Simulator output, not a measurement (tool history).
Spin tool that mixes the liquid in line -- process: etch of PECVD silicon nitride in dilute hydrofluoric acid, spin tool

run  hour  temperature setpoint of the liquid (C)  parts of water to one part of 49 % hydrofluoric acid (parts by volume)  time under the liquid (s)  thickness taken off the PECVD silicon nitride on a monitor wafer (Å)
  1     0                                      24                                                                     210                         75                                                                6.2835
  2   4.3                                    25.5                                                                     190                         75                                                                7.9997
  3   9.1                                    25.5                                                                     190                         75                                                                7.8795
  4   9.8                                    25.5                                                                     190                         75                                                                7.9073
  5  11.7                                    25.5                                                                     190                         75                                                                 7.989
  6  13.5                                      27                                                                     180                         75                                                                9.0145
  7  21.2                                      28                                                                     170                         75                                                                10.038
  8  28.6                                      29                                                                     160                         75                                                                11.602
  9  32.8                                    29.5                                                                     155                         75                                                                12.434
 10  41.5                                    29.5                                                                     155                         75                                                                12.553

Run 11, settings as shown, results not yet in. Your forecast:
 11    50                                      30                                                                     155                         75                                                                     ?

{"run 11": {"thickness taken off the PECVD silicon nitride on a monitor wafer (Å)": 13.014}}
